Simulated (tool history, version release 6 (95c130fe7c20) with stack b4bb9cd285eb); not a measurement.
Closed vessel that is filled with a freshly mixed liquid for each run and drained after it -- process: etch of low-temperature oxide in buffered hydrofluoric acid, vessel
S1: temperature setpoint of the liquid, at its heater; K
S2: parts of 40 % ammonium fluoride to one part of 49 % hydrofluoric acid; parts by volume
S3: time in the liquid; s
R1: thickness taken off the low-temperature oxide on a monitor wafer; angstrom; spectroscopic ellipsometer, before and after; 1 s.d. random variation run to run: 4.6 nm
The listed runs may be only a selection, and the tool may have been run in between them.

run 1 day=0 | S1=295.15 S2=15 S3=100 | R1=2807.1
run 2 day=0.175 | S1=297.15 S2=15 S3=100 | R1=3138
run 3 day=0.221 | S1=297.15 S2=15 S3=100 | R1=3135.9
run 4 day=0.525 | S1=295.15 S2=15 S3=100 | R1=2825.7
-- day=0.604 hydrofluoric acid flow meter replaced
run 5 day=0.604 | S1=291.65 S2=15 S3=100 | R1=2618.9
run 6 day=0.854 | S1=293.15 S2=13.5 S3=100 | R1=3142.8
run 7 day=1.138 | S1=294.65 S2=12.5 S3=100 | R1=3725
run 8 day=1.367 | S1=295.65 S2=12 S3=100 | R1=4122.6

Forecast run 9:
run 9 day=1.533 | S1=299.65 S2=9 S3=100 | R1=?

R1: 6449.6 angstrom

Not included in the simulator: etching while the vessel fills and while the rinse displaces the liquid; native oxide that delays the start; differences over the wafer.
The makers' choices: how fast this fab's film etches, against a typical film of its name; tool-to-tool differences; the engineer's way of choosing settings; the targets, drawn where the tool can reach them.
